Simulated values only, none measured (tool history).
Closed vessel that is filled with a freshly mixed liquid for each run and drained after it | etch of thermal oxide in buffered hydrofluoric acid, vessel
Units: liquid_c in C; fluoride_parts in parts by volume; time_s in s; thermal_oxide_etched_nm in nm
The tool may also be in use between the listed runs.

run  hour  liquid_c  fluoride_parts  time_s  thermal_oxide_etched_nm
  1     0        20             7.5     105                    136.5
  2   3.9      19.5               8     105                   125.72
  3    11      17.5               8     105                    112.8
  4  18.4      17.5             8.5     105                   103.79
  5  26.8      17.5             8.5     110                   108.61
  6  30.3        17             8.5     110                   106.04
  7  37.6        17               9     110                   99.109

The next listed run, before its measurement:
  8  39.3        17              10     110                        ?

Run 8 gave thermal_oxide_etched_nm 92.672 nm.
